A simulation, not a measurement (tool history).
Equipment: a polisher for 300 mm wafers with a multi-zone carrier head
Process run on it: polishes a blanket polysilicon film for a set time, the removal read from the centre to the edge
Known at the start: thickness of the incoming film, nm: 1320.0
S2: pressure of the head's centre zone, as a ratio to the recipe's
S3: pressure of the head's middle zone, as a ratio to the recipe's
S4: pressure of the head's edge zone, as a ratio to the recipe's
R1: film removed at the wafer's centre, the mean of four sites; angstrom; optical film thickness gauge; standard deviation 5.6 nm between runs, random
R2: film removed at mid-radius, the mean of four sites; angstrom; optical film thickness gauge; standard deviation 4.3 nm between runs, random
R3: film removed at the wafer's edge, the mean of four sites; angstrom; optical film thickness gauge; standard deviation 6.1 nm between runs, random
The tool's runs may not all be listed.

{"run": 1, "hour": 0.0, "flow of slurry (ml/min)": 140, "S2": 1, "S3": 1, "S4": 1, "polishing time (s)": 80, "R1": 3093.6, "R2": 3181.4, "R3": 3365.7}
{"run": 2, "hour": 7.5, "flow of slurry (ml/min)": 150, "S2": 1.02, "S3": 0.98, "S4": 1.05, "polishing time (s)": 86, "R1": 3522.1, "R2": 3426.1, "R3": 3678.3}
{"run": 3, "hour": 12.2, "flow of slurry (ml/min)": 150, "S2": 1, "S3": 0.95, "S4": 1.08, "polishing time (s)": 92, "R1": 3766.2, "R2": 3590.2, "R3": 4043.1}
{"run": 4, "hour": 20.0, "flow of slurry (ml/min)": 150, "S2": 0.93, "S3": 0.95, "S4": 1.08, "polishing time (s)": 92, "R1": 3454.4, "R2": 3615.1, "R3": 4066.1}
{"run": 5, "hour": 27.7, "flow of slurry (ml/min)": 160, "S2": 0.94, "S3": 0.93, "S4": 1.11, "polishing time (s)": 94, "R1": 3648.1, "R2": 3696.8, "R3": 4261.6}
{"run": 6, "hour": 32.0, "flow of slurry (ml/min)": 160, "S2": 0.86, "S3": 0.93, "S4": 1.11, "polishing time (s)": 94, "R1": 3259, "R2": 3706.9, "R3": 4186.7}
{"run": 7, "hour": 39.0, "flow of slurry (ml/min)": 170, "S2": 0.9, "S3": 0.92, "S4": 1.13, "polishing time (s)": 95, "R1": 3575.3, "R2": 3697.7, "R3": 4298.1}

Estimate the outcome of run 8 from the log above:
{"run": 8, "hour": 41.7, "flow of slurry (ml/min)": 170, "S2": 0.92, "S3": 0.92, "S4": 1.14, "polishing time (s)": 97, "R1": "?", "R2": "?", "R3": "?"}

Run 8 came out at R1 3729.3 angstrom, R2 3785.1 angstrom, R3 4580.5 angstrom.
